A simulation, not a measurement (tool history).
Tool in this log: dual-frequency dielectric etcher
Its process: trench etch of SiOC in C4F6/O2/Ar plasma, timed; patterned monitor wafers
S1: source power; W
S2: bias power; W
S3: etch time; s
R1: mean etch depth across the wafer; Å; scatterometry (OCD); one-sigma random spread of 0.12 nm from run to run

run,hour,S1,S2,S3,R1
1,0,340,205,15,306.96
2,6.1,360,208,15,313.96
3,10.3,370,212,15,319.54
4,18.4,370,225,15,325.83
5,22.5,380,227,15,331.7
6,31,410,227,15,340.25
7,34.4,420,228,15,343.25
8,41.8,430,229,15,346.55
9,49.6,430,229,15,345.5
10,55.7,430,231,15,345.42

Run 11 has not been measured yet. What should we expect?
11,57,430,233,15,?

{"run 11": {"R1": 346.06}}
